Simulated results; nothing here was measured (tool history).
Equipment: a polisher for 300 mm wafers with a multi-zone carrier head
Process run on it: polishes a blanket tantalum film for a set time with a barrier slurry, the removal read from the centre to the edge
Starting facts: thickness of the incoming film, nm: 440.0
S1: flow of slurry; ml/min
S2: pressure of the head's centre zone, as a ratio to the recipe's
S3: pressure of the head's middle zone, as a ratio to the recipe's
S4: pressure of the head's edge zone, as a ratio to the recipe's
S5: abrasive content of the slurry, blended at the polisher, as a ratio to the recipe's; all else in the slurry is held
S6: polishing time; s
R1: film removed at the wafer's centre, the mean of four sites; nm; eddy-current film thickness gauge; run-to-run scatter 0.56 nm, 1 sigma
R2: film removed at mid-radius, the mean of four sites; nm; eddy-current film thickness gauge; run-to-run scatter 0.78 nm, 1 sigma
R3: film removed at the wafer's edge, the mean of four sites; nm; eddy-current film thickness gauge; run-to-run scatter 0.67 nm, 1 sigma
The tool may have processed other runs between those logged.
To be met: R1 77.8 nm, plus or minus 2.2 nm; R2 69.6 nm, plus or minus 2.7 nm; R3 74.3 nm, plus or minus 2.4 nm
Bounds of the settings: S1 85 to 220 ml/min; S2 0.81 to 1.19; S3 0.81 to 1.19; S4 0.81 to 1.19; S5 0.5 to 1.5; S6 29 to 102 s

{"run": 1, "hour": 0.0, "S1": 140, "S2": 1, "S3": 1, "S4": 1, "S5": 1, "S6": 65, "R1": 101.21, "R2": 99.091, "R3": 94.6}
{"run": 2, "hour": 5.9, "S1": 135, "S2": 0.99, "S3": 0.97, "S4": 0.98, "S5": 0.9, "S6": 65, "R1": 95.07, "R2": 93.962, "R3": 89.898}
{"run": 3, "hour": 11.8, "S1": 130, "S2": 0.99, "S3": 0.94, "S4": 0.98, "S5": 0.85, "S6": 64, "R1": 90.997, "R2": 85.98, "R3": 86.075}
{"run": 4, "hour": 13.8, "S1": 125, "S2": 0.98, "S3": 0.92, "S4": 0.96, "S5": 0.85, "S6": 64, "R1": 88.853, "R2": 86.409, "R3": 85.331}
{"run": 5, "hour": 16.5, "S1": 120, "S2": 0.98, "S3": 0.9, "S4": 0.96, "S5": 0.8, "S6": 64, "R1": 85.61, "R2": 81.193, "R3": 82.846}
{"run": 6, "hour": 20.3, "S1": 115, "S2": 0.98, "S3": 0.89, "S4": 0.95, "S5": 0.8, "S6": 64, "R1": 84.055, "R2": 80.011, "R3": 83.177}
{"run": 7, "hour": 25.8, "S1": 115, "S2": 0.99, "S3": 0.88, "S4": 0.94, "S5": 0.75, "S6": 64, "R1": 83.836, "R2": 77.96, "R3": 80.291}
{"run": 8, "hour": 28.8, "S1": 90, "S2": 0.97, "S3": 0.81, "S4": 0.89, "S5": 0.7, "S6": 64, "R1": 72.272, "R2": 66.094, "R3": 71.624}
{"run": 9, "hour": 36.6, "S1": 95, "S2": 0.97, "S3": 0.81, "S4": 0.89, "S5": 0.7, "S6": 64, "R1": 73.106, "R2": 68.665, "R3": 72.773}
{"run": 10, "hour": 41.1, "S1": 95, "S2": 0.98, "S3": 0.81, "S4": 0.89, "S5": 0.7, "S6": 64, "R1": 74.354, "R2": 67.041, "R3": 73.421}
{"run": 11, "hour": 46.9, "S1": 95, "S2": 0.98, "S3": 0.81, "S4": 0.89, "S5": 0.7, "S6": 64, "R1": 75.733, "R2": 68.005, "R3": 71.395}
{"run": 12, "hour": 49.5, "S1": 95, "S2": 0.98, "S3": 0.81, "S4": 0.9, "S5": 0.7, "S6": 64, "R1": 74.796, "R2": 68.332, "R3": 72.805}

Which single option among these 5 for the next run brings every result within its allowed miss of target? Just one does.
{"run": "A", "hour": 52.1, "S1": 100, "S2": 0.92, "S3": 0.81, "S4": 0.91, "S5": 0.7, "S6": 62, "R1": "?", "R2": "?", "R3": "?"}
{"run": "B", "hour": 52.1, "S1": 85, "S2": 1.03, "S3": 0.85, "S4": 0.92, "S5": 0.7, "S6": 66, "R1": "?", "R2": "?", "R3": "?"}
{"run": "C", "hour": 52.1, "S1": 95, "S2": 0.97, "S3": 0.9, "S4": 0.85, "S5": 0.7, "S6": 67, "R1": "?", "R2": "?", "R3": "?"}
{"run": "D", "hour": 52.1, "S1": 85, "S2": 0.92, "S3": 0.81, "S4": 0.98, "S5": 0.65, "S6": 72, "R1": "?", "R2": "?", "R3": "?"}
{"run": "E", "hour": 52.1, "S1": 85, "S2": 0.98, "S3": 0.85, "S4": 0.9, "S5": 0.65, "S6": 69, "R1": "?", "R2": "?", "R3": "?"}

move=A R1=69.514 R2=67.455 R3=72.27
move=B R1=77.368 R2=69.74 R3=74.312
move=C R1=77.679 R2=76.675 R3=74.85
move=D R1=72.932 R2=71.476 R3=80.84
move=E R1=74.506 R2=70.634 R3=74.509
A: misses by more than the last run did
B: in spec on every target
C: brings the result that was furthest off to its target, and leaves another outside
D: misses by more than the last run did
E: misses by more than the last run did
Answer: B

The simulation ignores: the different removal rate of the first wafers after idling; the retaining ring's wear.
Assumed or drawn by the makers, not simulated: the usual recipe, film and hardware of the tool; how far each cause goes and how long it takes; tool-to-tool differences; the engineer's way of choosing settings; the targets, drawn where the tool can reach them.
